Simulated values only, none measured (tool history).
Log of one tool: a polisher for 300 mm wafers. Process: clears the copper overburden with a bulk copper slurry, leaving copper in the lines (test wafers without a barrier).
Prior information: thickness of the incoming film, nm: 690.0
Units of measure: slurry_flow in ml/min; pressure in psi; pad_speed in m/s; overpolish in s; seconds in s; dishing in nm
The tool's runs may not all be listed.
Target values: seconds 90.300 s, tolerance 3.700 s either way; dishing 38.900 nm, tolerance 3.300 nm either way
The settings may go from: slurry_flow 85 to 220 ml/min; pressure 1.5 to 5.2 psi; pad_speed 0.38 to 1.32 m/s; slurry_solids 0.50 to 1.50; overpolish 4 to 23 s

Run 1, hour 0.0: slurry_flow 140 ml/min, pressure 3.3 psi, pad_speed 0.84 m/s, slurry_solids 1.00, overpolish 12 s. Result: seconds 57.886 s, dishing 54.275 nm.
Run 2, hour 2.6: slurry_flow 140 ml/min, pressure 3.8 psi, pad_speed 0.84 m/s, slurry_solids 1.00, overpolish 12 s. Result: seconds 49.869 s, dishing 58.459 nm.
Run 3, hour 6.9: slurry_flow 120 ml/min, pressure 3.8 psi, pad_speed 0.84 m/s, slurry_solids 1.00, overpolish 12 s. Result: seconds 52.545 s, dishing 60.023 nm.
Run 4, hour 15.4: slurry_flow 120 ml/min, pressure 3.8 psi, pad_speed 0.84 m/s, slurry_solids 0.90, overpolish 12 s. Result: seconds 54.684 s, dishing 57.157 nm.
Run 5, hour 18.4: slurry_flow 120 ml/min, pressure 3.8 psi, pad_speed 0.72 m/s, slurry_solids 0.90, overpolish 12 s. Result: seconds 60.030 s, dishing 55.012 nm.
Run 6, hour 25.1: slurry_flow 120 ml/min, pressure 3.8 psi, pad_speed 0.56 m/s, slurry_solids 0.90, overpolish 12 s. Result: seconds 73.695 s, dishing 49.816 nm.
Run 7, hour 29.7: slurry_flow 120 ml/min, pressure 3.7 psi, pad_speed 0.56 m/s, slurry_solids 0.90, overpolish 11 s. Result: seconds 75.791 s, dishing 45.949 nm.
Run 8, hour 30.5: slurry_flow 120 ml/min, pressure 3.6 psi, pad_speed 0.56 m/s, slurry_solids 0.90, overpolish 11 s. Result: seconds 78.296 s, dishing 45.964 nm.
Run 9, hour 37.1: slurry_flow 120 ml/min, pressure 3.5 psi, pad_speed 0.56 m/s, slurry_solids 0.90, overpolish 11 s. Result: seconds 79.900 s, dishing 45.187 nm.
Run 10, hour 39.0: slurry_flow 120 ml/min, pressure 3.4 psi, pad_speed 0.56 m/s, slurry_solids 0.90, overpolish 11 s. Result: seconds 80.560 s, dishing 42.537 nm.
Run 11, hour 46.5: slurry_flow 120 ml/min, pressure 3.3 psi, pad_speed 0.56 m/s, slurry_solids 0.90, overpolish 11 s. Result: seconds 83.251 s, dishing 44.324 nm.

Exercise: of the 5 proposed moves below, exactly one satisfies all targets within the stated allowed misses. Which move is it?
Run A, hour 54.0: slurry_flow 85 ml/min, pressure 3.6 psi, pad_speed 0.60 m/s, slurry_solids 0.80, overpolish 9 s. Result: seconds ?, dishing ?.
Run B, hour 54.0: slurry_flow 115 ml/min, pressure 3.2 psi, pad_speed 0.60 m/s, slurry_solids 0.90, overpolish 12 s. Result: seconds ?, dishing ?.
Run C, hour 54.0: slurry_flow 140 ml/min, pressure 2.9 psi, pad_speed 0.70 m/s, slurry_solids 0.75, overpolish 13 s. Result: seconds ?, dishing ?.
Run D, hour 54.0: slurry_flow 105 ml/min, pressure 2.6 psi, pad_speed 0.60 m/s, slurry_solids 0.95, overpolish 16 s. Result: seconds ?, dishing ?.
Run E, hour 54.0: slurry_flow 120 ml/min, pressure 3.1 psi, pad_speed 0.56 m/s, slurry_solids 0.90, overpolish 10 s. Result: seconds ?, dishing ?.

move  seconds  dishing
   A   79.282   39.405
   B   82.131   45.722
   C   83.138   47.147
   D   99.814   47.353
   E   88.742   38.904
A: its largest miss is bigger than the last run's
B: its largest miss is bigger than the last run's
C: its largest miss is bigger than the last run's
D: pushes the last run's worst result past its target
E: each result inside its tolerance
E meets every target.
